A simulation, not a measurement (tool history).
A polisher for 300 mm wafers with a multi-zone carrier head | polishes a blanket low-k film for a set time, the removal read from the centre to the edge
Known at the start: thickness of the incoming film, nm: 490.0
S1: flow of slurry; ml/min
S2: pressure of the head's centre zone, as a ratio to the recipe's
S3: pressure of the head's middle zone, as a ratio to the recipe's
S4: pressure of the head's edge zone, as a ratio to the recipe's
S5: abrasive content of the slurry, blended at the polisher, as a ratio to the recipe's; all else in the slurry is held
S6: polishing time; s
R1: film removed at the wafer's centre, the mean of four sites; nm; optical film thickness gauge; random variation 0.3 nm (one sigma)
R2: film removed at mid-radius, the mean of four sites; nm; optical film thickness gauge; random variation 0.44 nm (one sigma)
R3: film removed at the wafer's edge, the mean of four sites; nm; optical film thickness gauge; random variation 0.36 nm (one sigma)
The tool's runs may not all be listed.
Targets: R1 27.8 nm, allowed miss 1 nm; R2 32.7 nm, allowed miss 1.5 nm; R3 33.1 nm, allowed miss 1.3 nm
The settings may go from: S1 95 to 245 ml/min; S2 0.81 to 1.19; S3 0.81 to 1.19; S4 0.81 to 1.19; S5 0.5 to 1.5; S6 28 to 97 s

run,hour,S1,S2,S3,S4,S5,S6,R1,R2,R3
1,0,155,1,1,1,1,62,40.363,40.813,41.847
2,5.3,145,0.95,0.99,0.97,0.9,62,37.028,38.323,39.071
3,11.1,145,0.95,0.92,0.97,0.9,62,37.821,36.909,37.839
4,17.4,135,0.91,0.94,0.97,0.8,62,34.437,35.339,36.036
5,21.6,135,0.91,0.97,0.97,0.8,62,33.594,35.556,36.439
6,24.9,135,0.87,0.97,0.97,0.8,62,33.255,37.215,36.996
7,30.4,125,0.86,0.97,0.98,0.75,62,31.788,35.426,35.713
8,32.8,120,0.84,0.97,0.99,0.7,62,30.444,33.874,34.294
9,38.9,115,0.83,0.99,1,0.7,62,30.071,34.454,35.424

Which of these 5 next moves meets every target?
A,45,95,0.91,1.01,1.04,0.7,65,?,?,?
B,45,95,0.81,1,0.98,0.6,64,?,?,?
C,45,105,0.85,1.03,1.14,0.85,60,?,?,?
D,45,100,0.85,0.89,1,0.7,70,?,?,?
E,45,195,0.92,1.05,0.81,0.65,61,?,?,?

move,R1,R2,R3
A,32.839,35.779,37.29
B,28.064,32.924,33.61
C,31.583,36.647,39.171
D,33.934,34.909,39.65
E,33.44,36.925,32.292
A: further off than the last run
B: meets every target
C: further off than the last run
D: further off than the last run
E: further off than the last run
The right move is B.

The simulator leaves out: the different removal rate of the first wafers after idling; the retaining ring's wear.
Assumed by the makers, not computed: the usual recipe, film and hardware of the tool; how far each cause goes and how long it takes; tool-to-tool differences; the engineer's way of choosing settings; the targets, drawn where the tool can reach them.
